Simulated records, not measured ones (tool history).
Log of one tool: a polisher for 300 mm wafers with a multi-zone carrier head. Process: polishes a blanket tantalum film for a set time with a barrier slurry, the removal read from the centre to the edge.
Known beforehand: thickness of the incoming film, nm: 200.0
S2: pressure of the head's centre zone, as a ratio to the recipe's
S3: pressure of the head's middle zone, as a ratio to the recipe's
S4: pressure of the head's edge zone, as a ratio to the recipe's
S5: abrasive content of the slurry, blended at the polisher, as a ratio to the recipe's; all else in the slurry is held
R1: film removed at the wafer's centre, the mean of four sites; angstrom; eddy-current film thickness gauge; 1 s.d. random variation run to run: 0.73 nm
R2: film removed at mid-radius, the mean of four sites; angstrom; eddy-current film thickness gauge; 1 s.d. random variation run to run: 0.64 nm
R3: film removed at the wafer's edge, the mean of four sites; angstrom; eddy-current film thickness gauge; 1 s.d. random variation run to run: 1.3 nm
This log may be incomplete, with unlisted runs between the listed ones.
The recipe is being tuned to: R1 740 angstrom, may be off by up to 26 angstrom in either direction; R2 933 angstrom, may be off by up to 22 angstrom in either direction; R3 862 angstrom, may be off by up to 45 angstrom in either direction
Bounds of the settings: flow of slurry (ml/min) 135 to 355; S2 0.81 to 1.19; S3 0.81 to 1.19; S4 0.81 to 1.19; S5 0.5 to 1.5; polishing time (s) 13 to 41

run 1 hour=0 | flow_of_slurry_(ml/min)=225 S2=1 S3=1 S4=1 S5=1 polishing_time_(s)=27 | R1=630.06 R2=625.35 R3=639.22
run 2 hour=1 | flow_of_slurry_(ml/min)=225 S2=1 S3=1 S4=1 S5=0.85 polishing_time_(s)=27 | R1=588.89 R2=578.92 R3=590.09
run 3 hour=3.4 | flow_of_slurry_(ml/min)=235 S2=0.99 S3=1.04 S4=1.03 S5=0.95 polishing_time_(s)=27 | R1=614.68 R2=638.27 R3=628.23
run 4 hour=4 | flow_of_slurry_(ml/min)=270 S2=0.99 S3=1.04 S4=1.03 S5=0.95 polishing_time_(s)=27 | R1=626.56 R2=654.25 R3=640.94
run 5 hour=5 | flow_of_slurry_(ml/min)=275 S2=0.98 S3=1.06 S4=1.06 S5=1.05 polishing_time_(s)=27 | R1=642.98 R2=681.7 R3=676.55
run 6 hour=10.3 | flow_of_slurry_(ml/min)=275 S2=0.98 S3=1.06 S4=1.06 S5=1.15 polishing_time_(s)=27 | R1=669.23 R2=694.48 R3=678.52
run 7 hour=16.6 | flow_of_slurry_(ml/min)=275 S2=0.98 S3=1.06 S4=1.06 S5=1.15 polishing_time_(s)=27 | R1=668.92 R2=697.43 R3=688.87
run 8 hour=18.3 | flow_of_slurry_(ml/min)=285 S2=0.96 S3=1.09 S4=1.08 S5=1.2 polishing_time_(s)=27 | R1=662.75 R2=728.23 R3=721.13
run 9 hour=20 | flow_of_slurry_(ml/min)=290 S2=0.95 S3=1.11 S4=1.07 S5=1.25 polishing_time_(s)=27 | R1=661.21 R2=741.11 R3=729.31
run 10 hour=21.7 | flow_of_slurry_(ml/min)=300 S2=0.94 S3=1.13 S4=1.05 S5=1.3 polishing_time_(s)=28 | R1=692 R2=792.86 R3=732.73
run 11 hour=26.9 | flow_of_slurry_(ml/min)=305 S2=0.93 S3=1.14 S4=1.06 S5=1.35 polishing_time_(s)=28 | R1=702.12 R2=815.41 R3=766.72
run 12 hour=29 | flow_of_slurry_(ml/min)=310 S2=0.92 S3=1.15 S4=1.06 S5=1.4 polishing_time_(s)=28 | R1=688.09 R2=827.19 R3=782.07

Pick the move, out of 4, that brings all results within their allowed miss; only one does.
run A hour=31.1 | flow_of_slurry_(ml/min)=355 S2=0.9 S3=1.19 S4=1.13 S5=1.5 polishing_time_(s)=30 | R1=? R2=? R3=?
run B hour=31.1 | flow_of_slurry_(ml/min)=290 S2=0.82 S3=1.19 S4=1.09 S5=1.4 polishing_time_(s)=30 | R1=? R2=? R3=?
run C hour=31.1 | flow_of_slurry_(ml/min)=355 S2=1 S3=1.1 S4=1.12 S5=1.5 polishing_time_(s)=25 | R1=? R2=? R3=?
run D hour=31.1 | flow_of_slurry_(ml/min)=340 S2=0.83 S3=1 S4=1.06 S5=1.45 polishing_time_(s)=33 | R1=? R2=? R3=?

move=A R1=743.34 R2=939.12 R3=880.75
move=B R1=652.02 R2=907.06 R3=838.58
move=C R1=688.44 R2=731.78 R3=731.49
move=D R1=743.68 R2=882.7 R3=930.46
A: every result lands within tolerance
B: nearer than the last run, and not there yet
C: its largest miss is bigger than the last run's
D: nearer than the last run, and not there yet
Answer: A

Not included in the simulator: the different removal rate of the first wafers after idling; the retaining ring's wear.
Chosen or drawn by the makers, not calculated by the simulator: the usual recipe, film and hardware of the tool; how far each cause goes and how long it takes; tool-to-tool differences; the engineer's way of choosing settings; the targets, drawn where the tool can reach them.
